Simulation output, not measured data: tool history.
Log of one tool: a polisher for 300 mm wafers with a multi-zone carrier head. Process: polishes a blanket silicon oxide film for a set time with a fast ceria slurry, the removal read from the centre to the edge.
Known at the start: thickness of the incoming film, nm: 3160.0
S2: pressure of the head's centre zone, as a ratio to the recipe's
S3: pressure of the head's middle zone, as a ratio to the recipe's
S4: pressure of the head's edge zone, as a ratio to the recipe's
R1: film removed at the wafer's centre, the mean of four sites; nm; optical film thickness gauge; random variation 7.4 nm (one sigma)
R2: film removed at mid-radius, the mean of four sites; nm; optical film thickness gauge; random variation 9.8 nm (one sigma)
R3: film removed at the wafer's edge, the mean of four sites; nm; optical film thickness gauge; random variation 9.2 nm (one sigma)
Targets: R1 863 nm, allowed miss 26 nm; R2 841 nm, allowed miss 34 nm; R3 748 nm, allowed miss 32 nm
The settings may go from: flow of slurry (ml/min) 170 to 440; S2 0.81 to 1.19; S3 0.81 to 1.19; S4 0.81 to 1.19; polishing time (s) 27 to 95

{"run": 1, "day": 0.0, "flow of slurry (ml/min)": 280, "S2": 1, "S3": 1, "S4": 1, "polishing time (s)": 61, "R1": 542.82, "R2": 588.02, "R3": 600.04}
{"run": 2, "day": 0.2, "flow of slurry (ml/min)": 280, "S2": 1, "S3": 1, "S4": 0.93, "polishing time (s)": 61, "R1": 541.91, "R2": 578.54, "R3": 576.87}
{"run": 3, "day": 0.488, "flow of slurry (ml/min)": 280, "S2": 0.96, "S3": 1, "S4": 0.93, "polishing time (s)": 61, "R1": 526.53, "R2": 598.83, "R3": 563.1}
{"run": 4, "day": 0.662, "flow of slurry (ml/min)": 305, "S2": 1.01, "S3": 1.04, "S4": 0.9, "polishing time (s)": 64, "R1": 584.59, "R2": 661.53, "R3": 606.61}
{"run": 5, "day": 0.825, "flow of slurry (ml/min)": 320, "S2": 1.05, "S3": 1.05, "S4": 0.88, "polishing time (s)": 66, "R1": 634.05, "R2": 666.79, "R3": 593.14}
{"run": 6, "day": 0.896, "flow of slurry (ml/min)": 325, "S2": 1.08, "S3": 1.07, "S4": 0.91, "polishing time (s)": 68, "R1": 668.87, "R2": 712, "R3": 633.78}
{"day": 1.246, "done": "centre zone pressure recalibrated"}
{"run": 7, "day": 1.246, "flow of slurry (ml/min)": 330, "S2": 1.1, "S3": 1.08, "S4": 0.92, "polishing time (s)": 70, "R1": 766.64, "R2": 731.57, "R3": 650.67}
{"run": 8, "day": 1.417, "flow of slurry (ml/min)": 330, "S2": 1.1, "S3": 1.1, "S4": 0.95, "polishing time (s)": 71, "R1": 794.95, "R2": 754.44, "R3": 674.33}
{"run": 9, "day": 1.604, "flow of slurry (ml/min)": 330, "S2": 1.09, "S3": 1.12, "S4": 0.97, "polishing time (s)": 72, "R1": 781.31, "R2": 775.03, "R3": 705.19}
{"run": 10, "day": 1.879, "flow of slurry (ml/min)": 330, "S2": 1.09, "S3": 1.12, "S4": 0.97, "polishing time (s)": 72, "R1": 779.89, "R2": 777.23, "R3": 691.38}
{"run": 11, "day": 2.117, "flow of slurry (ml/min)": 335, "S2": 1.09, "S3": 1.13, "S4": 0.99, "polishing time (s)": 73, "R1": 807.54, "R2": 790.5, "R3": 713.27}
{"run": 12, "day": 2.488, "flow of slurry (ml/min)": 335, "S2": 1.09, "S3": 1.14, "S4": 1, "polishing time (s)": 73, "R1": 800.05, "R2": 800.64, "R3": 710.82}
{"run": 13, "day": 2.8, "flow of slurry (ml/min)": 335, "S2": 1.09, "S3": 1.15, "S4": 1.01, "polishing time (s)": 73, "R1": 802.06, "R2": 796.43, "R3": 712.04}
{"run": 14, "day": 3.138, "flow of slurry (ml/min)": 335, "S2": 1.09, "S3": 1.15, "S4": 1.01, "polishing time (s)": 73, "R1": 797.71, "R2": 819.67, "R3": 734.94}
{"run": 15, "day": 3.233, "flow of slurry (ml/min)": 340, "S2": 1.1, "S3": 1.15, "S4": 1.01, "polishing time (s)": 73, "R1": 798.62, "R2": 808.43, "R3": 713.34}
{"run": 16, "day": 3.579, "flow of slurry (ml/min)": 340, "S2": 1.11, "S3": 1.15, "S4": 1.02, "polishing time (s)": 73, "R1": 821.47, "R2": 810.62, "R3": 720.04}
{"run": 17, "day": 3.938, "flow of slurry (ml/min)": 340, "S2": 1.11, "S3": 1.15, "S4": 1.03, "polishing time (s)": 73, "R1": 816.65, "R2": 801.98, "R3": 722.96}
{"run": 18, "day": 4.025, "flow of slurry (ml/min)": 340, "S2": 1.11, "S3": 1.16, "S4": 1.04, "polishing time (s)": 73, "R1": 802.73, "R2": 826.57, "R3": 739.19}

5 next moves are on the table. One of them brings every result within its allowed miss. Which?
{"run": "A", "day": 4.112, "flow of slurry (ml/min)": 315, "S2": 1.11, "S3": 1.16, "S4": 1.05, "polishing time (s)": 72, "R1": "?", "R2": "?", "R3": "?"}
{"run": "B", "day": 4.112, "flow of slurry (ml/min)": 440, "S2": 1.11, "S3": 1.14, "S4": 1.01, "polishing time (s)": 75, "R1": "?", "R2": "?", "R3": "?"}
{"run": "C", "day": 4.112, "flow of slurry (ml/min)": 440, "S2": 0.99, "S3": 1.19, "S4": 1.11, "polishing time (s)": 72, "R1": "?", "R2": "?", "R3": "?"}
{"run": "D", "day": 4.112, "flow of slurry (ml/min)": 310, "S2": 1.05, "S3": 1.18, "S4": 1.07, "polishing time (s)": 73, "R1": "?", "R2": "?", "R3": "?"}
{"run": "E", "day": 4.112, "flow of slurry (ml/min)": 320, "S2": 0.99, "S3": 1.17, "S4": 1.15, "polishing time (s)": 74, "R1": "?", "R2": "?", "R3": "?"}

move=A R1=800.11 R2=784.69 R3=710.35
move=B R1=859.15 R2=827.99 R3=741.97
move=C R1=735.27 R2=825.28 R3=745.99
move=D R1=765.81 R2=806.35 R3=725.91
move=E R1=734.13 R2=814.15 R3=765.27
A: as far off as the last run
B: meets every target
C: further off than the last run
D: further off than the last run
E: further off than the last run
Answer: B
